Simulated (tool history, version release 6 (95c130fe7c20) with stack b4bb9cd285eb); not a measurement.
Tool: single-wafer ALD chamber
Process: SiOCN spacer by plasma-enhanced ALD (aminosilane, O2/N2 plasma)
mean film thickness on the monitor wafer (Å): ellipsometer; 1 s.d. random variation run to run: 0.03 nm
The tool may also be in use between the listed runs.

run  hour  heater temperature setpoint (deg C)  number of ALD cycles (cycles)  mean film thickness on the monitor wafer (Å)
  1   0.0                                  405                            115                                        66.370
  2   6.4                                  405                            103                                        58.720
  3  13.5                                  406                            102                                        58.216
  4  14.6                                  412                            102                                        56.784
  5  15.5                                  412                            109                                        60.975
  6  20.1                                  412                            122                                        68.704

Run 7 has not been measured yet. What should we expect?
  7  21.7                                  420                            104                                             ?

Run 7 produced mean film thickness on the monitor wafer (Å) 56.740.

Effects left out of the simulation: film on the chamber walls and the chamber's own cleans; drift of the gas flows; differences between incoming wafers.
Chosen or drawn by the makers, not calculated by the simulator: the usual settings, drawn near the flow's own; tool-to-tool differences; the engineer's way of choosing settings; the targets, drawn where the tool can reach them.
